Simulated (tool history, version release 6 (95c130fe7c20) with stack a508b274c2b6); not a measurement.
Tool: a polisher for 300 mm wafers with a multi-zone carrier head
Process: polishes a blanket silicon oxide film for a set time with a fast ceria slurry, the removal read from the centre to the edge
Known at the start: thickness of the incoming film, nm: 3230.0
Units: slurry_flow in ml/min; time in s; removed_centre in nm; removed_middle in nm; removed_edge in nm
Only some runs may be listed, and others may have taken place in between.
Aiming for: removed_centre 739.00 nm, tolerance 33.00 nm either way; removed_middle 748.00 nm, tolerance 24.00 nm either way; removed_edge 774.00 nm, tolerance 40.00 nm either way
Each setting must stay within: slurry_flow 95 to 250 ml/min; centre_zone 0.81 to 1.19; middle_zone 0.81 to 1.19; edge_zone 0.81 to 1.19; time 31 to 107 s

run	hour	slurry_flow	centre_zone	middle_zone	edge_zone	time	removed_centre	removed_middle	removed_edge
1	0.0	160	1.00	1.00	1.00	69	959.01	958.38	931.60
2	4.3	140	1.00	1.00	1.00	69	904.05	941.51	928.67
3	6.4	140	1.00	1.00	1.04	69	929.25	943.82	948.58
4	13.3	140	1.00	1.00	0.97	69	903.01	943.04	911.75
5	17.6	140	1.00	0.99	0.96	68	910.47	920.14	910.36
6	23.6	140	1.00	1.02	0.96	68	882.29	945.36	894.86
7	32.4	140	0.99	1.01	0.95	67	888.65	933.32	897.86
8	35.9	140	0.99	1.00	0.95	66	882.78	905.72	854.54
9	39.5	135	0.98	0.99	0.96	65	855.64	874.22	847.88
10	44.1	115	0.91	0.90	0.90	60	678.61	720.16	717.58
11	49.2	120	0.91	0.90	0.91	60	688.16	726.96	740.22
12	54.3	125	0.91	0.90	0.91	60	694.91	729.27	769.05

Exactly one of the 5 candidate moves below puts every result within its allowed miss. Which one?
A	59.4	130	0.91	0.84	0.97	58	?	?	?
B	59.4	130	0.84	0.84	0.98	61	?	?	?
C	59.4	115	0.83	0.98	0.93	59	?	?	?
D	59.4	95	0.97	0.93	0.92	65	?	?	?
E	59.4	115	0.96	0.86	0.84	61	?	?	?

move	removed_centre	removed_middle	removed_edge
A	694.62	664.28	752.06
B	673.87	698.88	794.85
C	620.70	743.52	731.69
D	744.21	736.03	769.62
E	742.56	689.13	723.41
A: moves away from the targets compared with the last run
B: moves away from the targets compared with the last run
C: moves away from the targets compared with the last run
D: every result lands within tolerance
E: brings the result that was furthest off to its target, and leaves another outside
Correct choice: D, which meets every target
